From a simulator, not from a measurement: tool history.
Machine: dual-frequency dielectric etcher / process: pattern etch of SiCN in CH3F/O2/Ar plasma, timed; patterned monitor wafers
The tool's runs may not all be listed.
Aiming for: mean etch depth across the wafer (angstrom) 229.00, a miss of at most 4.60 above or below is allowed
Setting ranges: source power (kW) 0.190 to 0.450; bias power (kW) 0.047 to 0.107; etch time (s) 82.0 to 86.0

run,hour,source power (kW),bias power (kW),etch time (s),mean etch depth across the wafer (angstrom)
1,0.0,0.320,0.077,82.0,307.25
2,5.1,0.300,0.073,82.0,292.47
3,8.3,0.300,0.073,86.0,302.98
4,15.8,0.290,0.070,86.0,294.68
5,16.6,0.290,0.078,86.0,308.26
6,22.2,0.280,0.075,85.5,296.92
7,29.2,0.270,0.072,85.5,283.76
8,34.9,0.260,0.071,85.5,278.88
9,39.6,0.250,0.069,85.5,269.87
10,40.6,0.240,0.068,85.5,261.02
11,43.0,0.190,0.056,85.0,208.76
12,47.7,0.200,0.056,85.0,216.28

Next run, 4 choices. One meets every target within its allowed miss, the rest don't. Which?
A,52.4,0.270,0.047,83.5,?
B,52.4,0.220,0.048,84.5,?
C,52.4,0.190,0.059,83.5,?
D,52.4,0.190,0.059,82.0,?

move,mean etch depth across the wafer (angstrom)
A,225.65
B,207.09
C,208.90
D,205.14
A: every result within its allowed miss
B: misses by more than the last run did
C: misses by more than the last run did
D: misses by more than the last run did
Correct choice: A, which meets every target
